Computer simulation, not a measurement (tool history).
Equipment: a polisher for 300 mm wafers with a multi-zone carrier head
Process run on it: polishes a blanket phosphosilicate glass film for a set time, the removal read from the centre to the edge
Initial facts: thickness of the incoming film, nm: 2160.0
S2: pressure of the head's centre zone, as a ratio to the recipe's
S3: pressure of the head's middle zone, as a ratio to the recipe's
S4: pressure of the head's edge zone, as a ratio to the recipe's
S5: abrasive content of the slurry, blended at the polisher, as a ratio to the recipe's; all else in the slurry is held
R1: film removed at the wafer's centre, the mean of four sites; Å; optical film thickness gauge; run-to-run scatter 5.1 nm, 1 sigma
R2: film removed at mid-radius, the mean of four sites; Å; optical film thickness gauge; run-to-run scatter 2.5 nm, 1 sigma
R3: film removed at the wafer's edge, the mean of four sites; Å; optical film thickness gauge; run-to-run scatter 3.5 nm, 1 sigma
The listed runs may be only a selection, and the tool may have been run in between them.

{"run": 1, "hour": 0.0, "flow of slurry (ml/min)": 150, "S2": 1.0, "S3": 1.0, "S4": 1.0, "S5": 1.0, "polishing time (s)": 68, "R1": 4566.5, "R2": 4485.3, "R3": 4554.2}
{"run": 2, "hour": 7.8, "flow of slurry (ml/min)": 140, "S2": 0.98, "S3": 0.98, "S4": 0.98, "S5": 1.0, "polishing time (s)": 68, "R1": 4256.7, "R2": 4318.1, "R3": 4531.5}
{"run": 3, "hour": 9.0, "flow of slurry (ml/min)": 135, "S2": 0.98, "S3": 0.97, "S4": 0.95, "S5": 0.95, "polishing time (s)": 68, "R1": 4207.4, "R2": 4143.1, "R3": 4343.6}
{"run": 4, "hour": 10.2, "flow of slurry (ml/min)": 135, "S2": 0.98, "S3": 0.97, "S4": 0.91, "S5": 0.95, "polishing time (s)": 68, "R1": 4256.2, "R2": 4199.6, "R3": 4223.5}
{"run": 5, "hour": 13.4, "flow of slurry (ml/min)": 125, "S2": 0.97, "S3": 0.96, "S4": 0.9, "S5": 0.95, "polishing time (s)": 68, "R1": 4124.7, "R2": 4094.0, "R3": 4157.1}
{"run": 6, "hour": 21.1, "flow of slurry (ml/min)": 120, "S2": 0.96, "S3": 0.95, "S4": 0.9, "S5": 0.95, "polishing time (s)": 68, "R1": 4111.7, "R2": 3990.2, "R3": 4177.9}
{"run": 7, "hour": 26.6, "flow of slurry (ml/min)": 115, "S2": 0.95, "S3": 0.95, "S4": 0.89, "S5": 0.95, "polishing time (s)": 68, "R1": 4068.0, "R2": 4004.9, "R3": 4160.7}
{"run": 8, "hour": 31.9, "flow of slurry (ml/min)": 110, "S2": 0.94, "S3": 0.94, "S4": 0.88, "S5": 0.95, "polishing time (s)": 68, "R1": 3944.5, "R2": 3940.5, "R3": 4149.3}

Predict the results of run 9:
{"run": 9, "hour": 38.3, "flow of slurry (ml/min)": 105, "S2": 0.94, "S3": 0.94, "S4": 0.87, "S5": 0.95, "polishing time (s)": 68, "R1": "?", "R2": "?", "R3": "?"}

For run 9 the tool returned R1 3838.2 Å, R2 3952.0 Å, R3 4086.6 Å.
